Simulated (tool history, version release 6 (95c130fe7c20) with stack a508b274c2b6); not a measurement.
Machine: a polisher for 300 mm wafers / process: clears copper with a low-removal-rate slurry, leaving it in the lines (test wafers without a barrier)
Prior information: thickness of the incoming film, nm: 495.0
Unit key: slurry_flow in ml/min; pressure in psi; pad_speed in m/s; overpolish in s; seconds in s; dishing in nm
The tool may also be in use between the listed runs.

run,hour,slurry_flow,pressure,pad_speed,slurry_solids,overpolish,seconds,dishing
1,0.0,155,3.0,1.22,1.0,20,143.74,43.496
2,7.3,155,3.0,1.22,0.9,20,148.58,41.589
3,12.2,155,2.7,1.20,0.9,22,165.65,43.043
4,18.2,155,2.5,1.18,0.9,23,179.32,41.902
5,26.8,155,2.0,1.18,0.9,23,211.91,36.385
# hour 35.5: head pressure recalibrated
6,35.5,155,2.0,1.18,0.9,28,217.47,39.271
7,42.4,155,1.9,1.18,0.9,29,229.99,38.923

Run 8 has not been measured yet. What should we expect?
8,48.4,155,1.8,1.18,0.9,30,?,?

{"run 8": {"seconds": 251.13, "dishing": 38.254}}
